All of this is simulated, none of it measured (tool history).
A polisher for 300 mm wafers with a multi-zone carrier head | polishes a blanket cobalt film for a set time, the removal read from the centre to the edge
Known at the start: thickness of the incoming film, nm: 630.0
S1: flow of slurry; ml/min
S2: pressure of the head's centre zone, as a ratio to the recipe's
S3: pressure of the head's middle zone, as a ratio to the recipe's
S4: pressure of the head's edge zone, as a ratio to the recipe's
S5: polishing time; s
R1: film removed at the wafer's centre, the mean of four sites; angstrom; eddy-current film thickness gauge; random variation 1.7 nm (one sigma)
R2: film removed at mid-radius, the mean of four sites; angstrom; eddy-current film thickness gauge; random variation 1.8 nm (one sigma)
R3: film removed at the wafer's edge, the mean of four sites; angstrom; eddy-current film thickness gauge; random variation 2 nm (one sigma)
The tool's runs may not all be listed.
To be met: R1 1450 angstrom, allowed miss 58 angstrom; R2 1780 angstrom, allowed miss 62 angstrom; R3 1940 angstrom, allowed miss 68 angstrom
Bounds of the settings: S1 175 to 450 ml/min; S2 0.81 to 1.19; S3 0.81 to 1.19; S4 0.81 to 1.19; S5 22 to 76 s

{"run": 1, "hour": 0.0, "S1": 290, "S2": 1, "S3": 1, "S4": 1, "S5": 49, "R1": 2602.8, "R2": 2560, "R3": 2692.1}
{"run": 2, "hour": 3.0, "S1": 220, "S2": 1, "S3": 1, "S4": 1, "S5": 49, "R1": 2439, "R2": 2411, "R3": 2600.2}
{"run": 3, "hour": 5.9, "S1": 215, "S2": 0.97, "S3": 1, "S4": 1, "S5": 47, "R1": 2347.5, "R2": 2357.5, "R3": 2455.2}
{"run": 4, "hour": 13.0, "S1": 210, "S2": 0.94, "S3": 1, "S4": 1.03, "S5": 44, "R1": 2117.6, "R2": 2240.6, "R3": 2334.7}
{"run": 5, "hour": 17.0, "S1": 210, "S2": 0.98, "S3": 1, "S4": 1.03, "S5": 44, "R1": 2157.3, "R2": 2190.6, "R3": 2372.3}
{"run": 6, "hour": 19.8, "S1": 205, "S2": 0.96, "S3": 1, "S4": 1.05, "S5": 42, "R1": 2023.2, "R2": 2089.5, "R3": 2275.5}
{"run": 7, "hour": 21.8, "S1": 200, "S2": 0.94, "S3": 1, "S4": 1.07, "S5": 41, "R1": 1926.6, "R2": 2044.6, "R3": 2230.1}
{"run": 8, "hour": 22.6, "S1": 195, "S2": 0.92, "S3": 1, "S4": 1.08, "S5": 40, "R1": 1805.7, "R2": 1979.8, "R3": 2177.3}
{"run": 9, "hour": 23.9, "S1": 195, "S2": 0.9, "S3": 1, "S4": 1.08, "S5": 39, "R1": 1726.5, "R2": 1913.3, "R3": 2126.9}
{"run": 10, "hour": 26.7, "S1": 195, "S2": 0.89, "S3": 1, "S4": 1.08, "S5": 38, "R1": 1677.4, "R2": 1859.3, "R3": 2075.3}
{"run": 11, "hour": 33.2, "S1": 195, "S2": 0.89, "S3": 1, "S4": 1.08, "S5": 38, "R1": 1699.2, "R2": 1862.7, "R3": 2069.2}
{"run": 12, "hour": 40.6, "S1": 190, "S2": 0.88, "S3": 1.01, "S4": 1.09, "S5": 38, "R1": 1656.2, "R2": 1873.2, "R3": 2054.7}
{"run": 13, "hour": 48.3, "S1": 190, "S2": 0.87, "S3": 1.01, "S4": 1.09, "S5": 38, "R1": 1647.4, "R2": 1864, "R3": 2064.9}
{"run": 14, "hour": 56.3, "S1": 190, "S2": 0.87, "S3": 1.01, "S4": 1.09, "S5": 38, "R1": 1653.1, "R2": 1854.6, "R3": 2080.2}
{"run": 15, "hour": 64.4, "S1": 190, "S2": 0.86, "S3": 1.02, "S4": 1.09, "S5": 37, "R1": 1567.4, "R2": 1844.4, "R3": 2004.4}
{"run": 16, "hour": 68.9, "S1": 190, "S2": 0.85, "S3": 1.02, "S4": 1.09, "S5": 37, "R1": 1542.5, "R2": 1823.2, "R3": 1980.4}
{"run": 17, "hour": 71.5, "S1": 190, "S2": 0.84, "S3": 1.02, "S4": 1.09, "S5": 37, "R1": 1578.8, "R2": 1847, "R3": 1978}
{"run": 18, "hour": 73.3, "S1": 190, "S2": 0.84, "S3": 1.02, "S4": 1.1, "S5": 37, "R1": 1528.4, "R2": 1827.7, "R3": 2036}

4 next moves are on the table. One of them brings every result within its allowed miss. Which?
{"run": "A", "hour": 75.1, "S1": 315, "S2": 0.82, "S3": 1.04, "S4": 1.16, "S5": 35, "R1": "?", "R2": "?", "R3": "?"}
{"run": "B", "hour": 75.1, "S1": 245, "S2": 0.81, "S3": 1.01, "S4": 1.1, "S5": 34, "R1": "?", "R2": "?", "R3": "?"}
{"run": "C", "hour": 75.1, "S1": 220, "S2": 0.82, "S3": 0.87, "S4": 1.18, "S5": 38, "R1": "?", "R2": "?", "R3": "?"}
{"run": "D", "hour": 75.1, "S1": 175, "S2": 0.84, "S3": 0.96, "S4": 1.1, "S5": 38, "R1": "?", "R2": "?", "R3": "?"}

move=A R1=1536.3 R2=1909.7 R3=2071
move=B R1=1426.4 R2=1763.5 R3=1915.1
move=C R1=1585 R2=1743.7 R3=2196.9
move=D R1=1551.9 R2=1795 R3=2053.7
A: further off than the last run
B: meets every target
C: further off than the last run
D: further off than the last run
Answer: B
